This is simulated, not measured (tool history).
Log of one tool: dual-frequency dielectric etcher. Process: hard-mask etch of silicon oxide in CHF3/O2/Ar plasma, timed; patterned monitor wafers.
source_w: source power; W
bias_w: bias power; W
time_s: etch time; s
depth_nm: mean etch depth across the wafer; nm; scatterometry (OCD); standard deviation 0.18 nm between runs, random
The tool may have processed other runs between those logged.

run 1 hour=0 | source_w=850 bias_w=165 time_s=15 | depth_nm=34.159
run 2 hour=5.9 | source_w=780 bias_w=157 time_s=15 | depth_nm=32.902
run 3 hour=12 | source_w=780 bias_w=169 time_s=15 | depth_nm=33.204
run 4 hour=20.4 | source_w=670 bias_w=169 time_s=15 | depth_nm=31.835
run 5 hour=28.8 | source_w=670 bias_w=196 time_s=15 | depth_nm=33.585
run 6 hour=32.9 | source_w=670 bias_w=196 time_s=13.5 | depth_nm=30.103
run 7 hour=39.7 | source_w=630 bias_w=193 time_s=13.5 | depth_nm=29.446
run 8 hour=44.6 | source_w=610 bias_w=192 time_s=13.5 | depth_nm=28.989

Run 9, settings as shown, results not yet in. Your forecast:
run 9 hour=52.8 | source_w=600 bias_w=191 time_s=13.5 | depth_nm=?

Run 9 measured depth_nm 29.035 nm.
